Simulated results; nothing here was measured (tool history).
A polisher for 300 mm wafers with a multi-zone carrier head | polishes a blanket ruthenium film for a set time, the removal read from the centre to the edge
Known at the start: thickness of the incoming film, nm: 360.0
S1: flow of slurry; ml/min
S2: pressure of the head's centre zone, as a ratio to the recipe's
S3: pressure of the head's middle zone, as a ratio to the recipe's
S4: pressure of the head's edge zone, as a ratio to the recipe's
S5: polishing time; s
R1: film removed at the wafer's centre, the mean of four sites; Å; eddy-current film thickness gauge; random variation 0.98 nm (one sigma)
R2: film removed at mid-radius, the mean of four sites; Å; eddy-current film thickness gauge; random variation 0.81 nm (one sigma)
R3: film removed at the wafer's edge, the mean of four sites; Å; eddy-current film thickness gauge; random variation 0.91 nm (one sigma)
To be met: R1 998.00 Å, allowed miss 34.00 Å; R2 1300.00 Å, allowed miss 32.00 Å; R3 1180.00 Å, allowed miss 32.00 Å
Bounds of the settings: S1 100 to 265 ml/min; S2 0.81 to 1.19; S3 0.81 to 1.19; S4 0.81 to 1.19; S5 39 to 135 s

run,day,S1,S2,S3,S4,S5,R1,R2,R3
1,0.000,170,1.00,1.00,1.00,87,814.02,839.46,840.19
2,0.367,170,1.00,1.00,0.95,87,804.77,846.68,809.53
3,0.529,145,1.00,1.00,0.95,87,810.31,824.64,797.15
4,0.725,145,1.00,0.97,0.95,87,802.39,797.59,793.65
5,1.058,165,0.99,1.02,0.99,91,842.65,886.78,854.10
6,1.208,185,0.97,1.05,1.03,95,871.16,970.85,904.00
7,1.333,200,0.95,1.06,1.07,99,918.72,1032.00,989.47
8,1.700,245,0.87,1.16,1.15,109,954.33,1231.80,1138.70
9,1.954,245,0.87,1.17,1.15,110,943.83,1251.80,1143.90
10,2.308,245,0.88,1.17,1.15,110,960.29,1262.90,1136.20
11,2.638,245,0.88,1.17,1.16,111,973.01,1262.90,1160.20

Which of these 5 next moves meets every target?
A,2.967,235,0.84,1.12,1.19,112,?,?,?
B,2.967,225,0.92,1.07,1.18,113,?,?,?
C,2.967,250,0.96,1.10,1.19,107,?,?,?
D,2.967,250,0.88,1.15,1.12,110,?,?,?
E,2.967,230,0.87,1.16,1.13,116,?,?,?

move,R1,R2,R3
A,944.58,1225.10,1164.40
B,1030.30,1187.30,1166.70
C,1028.20,1161.50,1118.30
D,975.70,1236.20,1118.20
E,1007.90,1300.50,1175.60
A: further off than the last run
B: further off than the last run
C: further off than the last run
D: further off than the last run
E: meets every target
The right move is E.
